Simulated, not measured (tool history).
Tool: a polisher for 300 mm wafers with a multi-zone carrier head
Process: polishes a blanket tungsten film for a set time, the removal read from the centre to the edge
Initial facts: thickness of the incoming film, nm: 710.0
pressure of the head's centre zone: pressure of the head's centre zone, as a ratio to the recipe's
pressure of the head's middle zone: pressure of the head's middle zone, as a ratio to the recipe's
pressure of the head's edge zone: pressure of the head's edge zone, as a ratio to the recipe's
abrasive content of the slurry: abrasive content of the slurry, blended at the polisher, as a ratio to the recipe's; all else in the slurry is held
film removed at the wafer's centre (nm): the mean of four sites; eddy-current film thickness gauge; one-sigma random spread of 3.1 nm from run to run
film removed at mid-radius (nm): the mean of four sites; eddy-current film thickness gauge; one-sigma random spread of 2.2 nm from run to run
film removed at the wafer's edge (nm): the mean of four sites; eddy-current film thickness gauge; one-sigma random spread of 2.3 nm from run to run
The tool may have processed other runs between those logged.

| run | day | flow of slurry (ml/min) | pressure of the head's centre zone | pressure of the head's middle zone | pressure of the head's edge zone | abrasive content of the slurry | polishing time (s) | film removed at the wafer's centre (nm) | film removed at mid-radius (nm) | film removed at the wafer's edge (nm) |
|---|---|---|---|---|---|---|---|---|---|---|
| 1 | 0.000 | 160 | 1.00 | 1.00 | 1.00 | 1.00 | 71 | 278.38 | 277.23 | 288.27 |
| 2 | 0.200 | 160 | 0.96 | 1.00 | 1.00 | 1.00 | 71 | 262.52 | 276.77 | 291.04 |
| 3 | 0.388 | 160 | 0.96 | 1.00 | 1.00 | 1.00 | 78 | 289.97 | 303.12 | 321.63 |
| 4 | 0.496 | 160 | 0.96 | 1.00 | 1.00 | 1.20 | 78 | 304.00 | 322.13 | 328.12 |
| 5 | 0.721 | 160 | 0.96 | 0.95 | 1.00 | 1.20 | 78 | 306.39 | 305.28 | 334.82 |
| 6 | 1.092 | 180 | 0.96 | 0.95 | 1.00 | 1.20 | 78 | 306.74 | 312.73 | 341.53 |
| 7 | 1.246 | 170 | 0.98 | 0.92 | 0.97 | 1.15 | 78 | 308.50 | 295.37 | 329.88 |
| 8 | 1.462 | 160 | 1.00 | 0.90 | 0.95 | 1.10 | 78 | 304.63 | 284.52 | 323.46 |
| 9 | 1.512 | 150 | 1.03 | 0.88 | 0.93 | 1.05 | 78 | 307.82 | 274.74 | 315.15 |
| 10 | 1.838 | 110 | 1.13 | 0.81 | 0.94 | 0.80 | 76 | 288.22 | 214.07 | 276.13 |

For run 11, what comes out?
| 11 | 1.921 | 115 | 1.13 | 0.82 | 0.94 | 0.80 | 76 | ? | ? | ? |

Run 11 gave film removed at the wafer's centre (nm) 288.64, film removed at mid-radius (nm) 219.79, film removed at the wafer's edge (nm) 279.90.
